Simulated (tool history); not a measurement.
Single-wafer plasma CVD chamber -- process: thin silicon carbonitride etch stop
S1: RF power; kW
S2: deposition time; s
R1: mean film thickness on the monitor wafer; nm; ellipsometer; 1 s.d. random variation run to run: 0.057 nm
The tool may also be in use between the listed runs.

run  hour     S1    S2      R1
  1     0    0.2  22.5  12.768
  2   4.8  0.205  22.6  12.952
  3   5.7  0.205  20.5  11.631
  4   7.7   0.23  20.5  11.955
  5  11.7  0.235  20.8  12.267
  6  15.8   0.24  21.1   12.44
  7  20.2   0.24  21.4  12.664

What does the tool deliver on the next run?
  8  26.6  0.24  21.6   ?

R1: 12.742 nm
